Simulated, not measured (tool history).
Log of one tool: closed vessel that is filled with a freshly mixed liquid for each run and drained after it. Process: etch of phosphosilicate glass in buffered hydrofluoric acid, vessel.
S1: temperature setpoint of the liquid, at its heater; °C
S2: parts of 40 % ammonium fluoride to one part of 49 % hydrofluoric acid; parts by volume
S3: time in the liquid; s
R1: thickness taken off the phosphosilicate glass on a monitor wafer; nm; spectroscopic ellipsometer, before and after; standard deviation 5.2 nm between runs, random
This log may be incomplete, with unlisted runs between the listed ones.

run,day,S1,S2,S3,R1
1,0,20,7.5,85,936.9
2,0.033,19.5,8,85,832.45
3,0.392,19.5,8,95,948.86
4,0.479,19.5,6,95,1249.5
5,0.625,17,6,95,1089.9
6,0.729,17,7,95,938.17
7,0.921,17,8,95,820.86

For run 8, what comes out?
8,1.062,17,8.5,95,?

R1: 761.95 nm
